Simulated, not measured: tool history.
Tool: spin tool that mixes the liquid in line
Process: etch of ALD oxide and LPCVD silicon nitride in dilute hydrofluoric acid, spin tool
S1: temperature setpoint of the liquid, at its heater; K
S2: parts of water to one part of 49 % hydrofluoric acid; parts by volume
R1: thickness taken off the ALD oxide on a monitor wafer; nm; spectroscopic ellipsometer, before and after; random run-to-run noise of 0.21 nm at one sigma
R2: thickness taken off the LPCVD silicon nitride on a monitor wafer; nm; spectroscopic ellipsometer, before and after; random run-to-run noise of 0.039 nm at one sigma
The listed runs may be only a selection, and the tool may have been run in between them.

Run 1, hour 0: S1 297.15 K, S2 180 parts by volume, time under the liquid (s) 175. Result: R1 17.5 nm, R2 0.45883 nm.
Run 2, hour 1.5: S1 297.15 K, S2 180 parts by volume, time under the liquid (s) 115. Result: R1 11.357 nm, R2 0.30036 nm.
Run 3, hour 3: S1 297.65 K, S2 160 parts by volume, time under the liquid (s) 115. Result: R1 13.452 nm, R2 0.3614 nm.
Run 4, hour 6.9: S1 297.65 K, S2 160 parts by volume, time under the liquid (s) 160. Result: R1 18.819 nm, R2 0.46466 nm.
Run 5, hour 12.4: S1 295.65 K, S2 160 parts by volume, time under the liquid (s) 160. Result: R1 17.18 nm, R2 0.42398 nm.
Run 6, hour 21.3: S1 295.65 K, S2 160 parts by volume, time under the liquid (s) 190. Result: R1 20.566 nm, R2 0.48531 nm.
Run 7, hour 23.8: S1 299.65 K, S2 95 parts by volume, time under the liquid (s) 190. Result: R1 43.496 nm, R2 1.1525 nm.
Run 8, hour 25.6: S1 299.15 K, S2 95 parts by volume, time under the liquid (s) 190. Result: R1 42.579 nm, R2 1.0906 nm.

Run 9 comes next. What will it give?
Run 9, hour 27.8: S1 295.15 K, S2 95 parts by volume, time under the liquid (s) 190. Result: R1 ?, R2 ?.

{"run 9": {"R1": 36.603, "R2": 0.83696}}
